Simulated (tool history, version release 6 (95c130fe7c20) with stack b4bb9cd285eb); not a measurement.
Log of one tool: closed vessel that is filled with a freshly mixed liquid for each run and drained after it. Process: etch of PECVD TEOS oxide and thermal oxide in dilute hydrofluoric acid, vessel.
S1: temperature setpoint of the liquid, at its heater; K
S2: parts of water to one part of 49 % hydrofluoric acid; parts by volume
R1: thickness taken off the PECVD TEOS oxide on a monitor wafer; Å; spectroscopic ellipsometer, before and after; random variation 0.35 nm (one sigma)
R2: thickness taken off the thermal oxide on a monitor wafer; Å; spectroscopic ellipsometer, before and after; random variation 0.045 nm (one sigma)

run 1 hour=0.0 | S1=294.15 S2=45 time_in_the_liquid_(s)=70 | R1=432.47 R2=66.098
run 2 hour=8.4 | S1=293.15 S2=45 time_in_the_liquid_(s)=70 | R1=418.58 R2=64.363
run 3 hour=16.8 | S1=295.15 S2=45 time_in_the_liquid_(s)=70 | R1=446.60 R2=69.785
run 4 hour=18.2 | S1=294.15 S2=45 time_in_the_liquid_(s)=70 | R1=434.40 R2=65.308
run 5 hour=24.5 | S1=293.65 S2=45 time_in_the_liquid_(s)=70 | R1=419.31 R2=65.738
run 6 hour=30.6 | S1=293.15 S2=45 time_in_the_liquid_(s)=70 | R1=414.29 R2=64.515
run 7 hour=33.2 | S1=292.65 S2=45 time_in_the_liquid_(s)=70 | R1=402.53 R2=62.128

The next listed run, before its measurement:
run 8 hour=34.3 | S1=292.15 S2=45 time_in_the_liquid_(s)=70 | R1=? R2=?

{"run 8": {"R1": 398.42, "R2": 60.827}}

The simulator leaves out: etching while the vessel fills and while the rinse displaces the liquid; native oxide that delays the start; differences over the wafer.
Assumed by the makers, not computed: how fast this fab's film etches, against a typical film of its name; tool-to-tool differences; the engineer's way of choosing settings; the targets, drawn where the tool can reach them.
